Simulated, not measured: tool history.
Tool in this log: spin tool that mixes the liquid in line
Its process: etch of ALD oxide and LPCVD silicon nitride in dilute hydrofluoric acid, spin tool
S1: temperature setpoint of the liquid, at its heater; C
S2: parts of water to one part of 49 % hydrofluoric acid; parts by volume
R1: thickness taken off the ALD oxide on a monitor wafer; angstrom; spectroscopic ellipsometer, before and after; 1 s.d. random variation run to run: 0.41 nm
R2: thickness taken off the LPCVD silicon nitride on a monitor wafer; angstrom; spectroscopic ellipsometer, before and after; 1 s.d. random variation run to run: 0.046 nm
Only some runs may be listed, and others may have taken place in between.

{"run": 1, "hour": 0.0, "S1": 21, "S2": 90, "time under the liquid (s)": 180, "R1": 213.57, "R2": 9.032}
{"run": 2, "hour": 1.4, "S1": 21, "S2": 65, "time under the liquid (s)": 180, "R1": 309.02, "R2": 12.213}
{"run": 3, "hour": 2.5, "S1": 21, "S2": 55, "time under the liquid (s)": 175, "R1": 358.55, "R2": 14.368}
{"run": 4, "hour": 3.4, "S1": 21, "S2": 55, "time under the liquid (s)": 120, "R1": 247.12, "R2": 9.4482}
{"run": 5, "hour": 11.3, "S1": 19, "S2": 55, "time under the liquid (s)": 120, "R1": 224.2, "R2": 8.5027}
{"run": 6, "hour": 16.4, "S1": 21, "S2": 45, "time under the liquid (s)": 115, "R1": 293.34, "R2": 11.43}
{"run": 7, "hour": 20.4, "S1": 22, "S2": 40, "time under the liquid (s)": 110, "R1": 331.82, "R2": 13.014}
{"run": 8, "hour": 26.1, "S1": 25.5, "S2": 20, "time under the liquid (s)": 110, "R1": 789.01, "R2": 32.59}
{"run": 9, "hour": 27.9, "S1": 24.5, "S2": 20, "time under the liquid (s)": 110, "R1": 757.99, "R2": 30.849}
{"run": 10, "hour": 28.7, "S1": 23.5, "S2": 20, "time under the liquid (s)": 110, "R1": 716.1, "R2": 27.707}
{"run": 11, "hour": 33.3, "S1": 22.5, "S2": 20, "time under the liquid (s)": 110, "R1": 701.15, "R2": 26.644}
{"run": 12, "hour": 40.3, "S1": 21.5, "S2": 20, "time under the liquid (s)": 110, "R1": 663.2, "R2": 25.35}
{"run": 13, "hour": 43.4, "S1": 20.5, "S2": 20, "time under the liquid (s)": 110, "R1": 636.24, "R2": 23.299}
{"run": 14, "hour": 49.0, "S1": 19.5, "S2": 20, "time under the liquid (s)": 110, "R1": 607.19, "R2": 21.38}
{"hour": 49.9, "done": "hydrofluoric acid flow meter replaced"}
{"run": 15, "hour": 49.9, "S1": 19, "S2": 20, "time under the liquid (s)": 110, "R1": 655.81, "R2": 23.461}
{"run": 16, "hour": 51.8, "S1": 17, "S2": 40, "time under the liquid (s)": 105, "R1": 275.42, "R2": 9.3129}
{"run": 17, "hour": 53.9, "S1": 18.5, "S2": 35, "time under the liquid (s)": 105, "R1": 342.39, "R2": 12.118}
{"run": 18, "hour": 59.5, "S1": 19, "S2": 35, "time under the liquid (s)": 105, "R1": 348.6, "R2": 12.348}

The next listed run, before its measurement:
{"run": 19, "hour": 63.9, "S1": 19.5, "S2": 35, "time under the liquid (s)": 105, "R1": "?", "R2": "?"}

Run 19 yielded R1 361.68 angstrom, R2 13.07 angstrom.
